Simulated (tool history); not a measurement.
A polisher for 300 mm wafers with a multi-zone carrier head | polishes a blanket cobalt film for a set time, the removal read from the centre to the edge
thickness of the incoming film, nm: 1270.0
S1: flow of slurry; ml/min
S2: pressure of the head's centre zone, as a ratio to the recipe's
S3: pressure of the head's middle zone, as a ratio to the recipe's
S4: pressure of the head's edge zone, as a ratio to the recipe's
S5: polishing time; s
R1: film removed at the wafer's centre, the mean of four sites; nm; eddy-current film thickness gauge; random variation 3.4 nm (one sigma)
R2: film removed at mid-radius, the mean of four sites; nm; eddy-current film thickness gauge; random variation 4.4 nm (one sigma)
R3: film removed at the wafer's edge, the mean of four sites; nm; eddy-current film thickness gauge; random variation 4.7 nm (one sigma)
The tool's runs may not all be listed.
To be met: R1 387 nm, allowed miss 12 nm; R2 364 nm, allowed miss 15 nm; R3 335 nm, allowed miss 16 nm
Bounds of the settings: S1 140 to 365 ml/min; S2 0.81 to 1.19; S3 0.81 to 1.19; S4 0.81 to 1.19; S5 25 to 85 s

Run 1, hour 0: S1 235 ml/min, S2 1, S3 1, S4 1, S5 55 s. Result: R1 254.31 nm, R2 257.32 nm, R3 244.93 nm.
Run 2, hour 3: S1 235 ml/min, S2 1, S3 1, S4 0.93, S5 55 s. Result: R1 253.51 nm, R2 256.48 nm, R3 236.96 nm.
Run 3, hour 7.3: S1 240 ml/min, S2 1.02, S3 1.01, S4 0.95, S5 57 s. Result: R1 268.96 nm, R2 268.09 nm, R3 250.9 nm.
Run 4, hour 15.3: S1 280 ml/min, S2 1.02, S3 1.01, S4 0.95, S5 57 s. Result: R1 273.45 nm, R2 274.44 nm, R3 258.27 nm.
Run 5, hour 22.2: S1 285 ml/min, S2 1.04, S3 1.02, S4 0.96, S5 58 s. Result: R1 284.95 nm, R2 276.05 nm, R3 260.3 nm.
Run 6, hour 23.1: S1 285 ml/min, S2 1.04, S3 1.02, S4 0.96, S5 45 s. Result: R1 219.69 nm, R2 217 nm, R3 204.47 nm.
Run 7, hour 27.5: S1 290 ml/min, S2 1.05, S3 1.03, S4 0.97, S5 48 s. Result: R1 238.2 nm, R2 231.23 nm, R3 218.93 nm.
Run 8, hour 32.7: S1 290 ml/min, S2 1.06, S3 1.04, S4 0.98, S5 51 s. Result: R1 256.66 nm, R2 247.44 nm, R3 224.56 nm.
Run 9, hour 40.3: S1 290 ml/min, S2 1.06, S3 1.04, S4 0.98, S5 51 s. Result: R1 255.22 nm, R2 247.98 nm, R3 227.83 nm.
At hour 46.9: edge zone pressure recalibrated.
Run 10, hour 46.9: S1 295 ml/min, S2 1.06, S3 1.04, S4 0.98, S5 53 s. Result: R1 267.58 nm, R2 261.73 nm, R3 241.75 nm.
Run 11, hour 47.5: S1 300 ml/min, S2 1.07, S3 1.04, S4 0.99, S5 55 s. Result: R1 276.3 nm, R2 272.89 nm, R3 261.95 nm.
Run 12, hour 49.3: S1 300 ml/min, S2 1.08, S3 1.05, S4 0.98, S5 57 s. Result: R1 291.8 nm, R2 281.48 nm, R3 275.04 nm.
Run 13, hour 54.7: S1 300 ml/min, S2 1.09, S3 1.07, S4 0.96, S5 58 s. Result: R1 298.21 nm, R2 292.88 nm, R3 268.84 nm.
Run 14, hour 59.4: S1 300 ml/min, S2 1.1, S3 1.08, S4 0.96, S5 59 s. Result: R1 307.73 nm, R2 290.88 nm, R3 274.95 nm.
Run 15, hour 60.3: S1 300 ml/min, S2 1.1, S3 1.08, S4 0.96, S5 59 s. Result: R1 311.22 nm, R2 295.53 nm, R3 266.59 nm.
Run 16, hour 69: S1 305 ml/min, S2 1.11, S3 1.09, S4 0.97, S5 60 s. Result: R1 317.52 nm, R2 305.24 nm, R3 280.78 nm.
Run 17, hour 76.7: S1 305 ml/min, S2 1.12, S3 1.1, S4 0.97, S5 61 s. Result: R1 321.89 nm, R2 314.49 nm, R3 280.25 nm.
Run 18, hour 84.1: S1 310 ml/min, S2 1.13, S3 1.1, S4 0.97, S5 62 s. Result: R1 335.84 nm, R2 313.72 nm, R3 289.38 nm.
Run 19, hour 87.7: S1 310 ml/min, S2 1.13, S3 1.11, S4 0.98, S5 63 s. Result: R1 337.58 nm, R2 324.2 nm, R3 285.77 nm.

Which of these 4 next moves meets every target?
Run A, hour 91.3: S1 310 ml/min, S2 1.18, S3 0.96, S4 0.93, S5 72 s. Result: R1 ?, R2 ?, R3 ?.
Run B, hour 91.3: S1 290 ml/min, S2 1.14, S3 1.11, S4 0.95, S5 72 s. Result: R1 ?, R2 ?, R3 ?.
Run C, hour 91.3: S1 315 ml/min, S2 1.07, S3 1.04, S4 0.97, S5 80 s. Result: R1 ?, R2 ?, R3 ?.
Run D, hour 91.3: S1 365 ml/min, S2 1, S3 1.02, S4 0.91, S5 58 s. Result: R1 ?, R2 ?, R3 ?.

move      R1      R2      R3
   A  405.86  336.34  335.15
   B  389.61  368.32  336.35
   C  409.48  394.79  379.95
   D  281.11  286.21  269.97
A: takes the result that was furthest off past its target
B: meets every target
C: takes the result that was furthest off past its target
D: further off than the last run
Answer: B

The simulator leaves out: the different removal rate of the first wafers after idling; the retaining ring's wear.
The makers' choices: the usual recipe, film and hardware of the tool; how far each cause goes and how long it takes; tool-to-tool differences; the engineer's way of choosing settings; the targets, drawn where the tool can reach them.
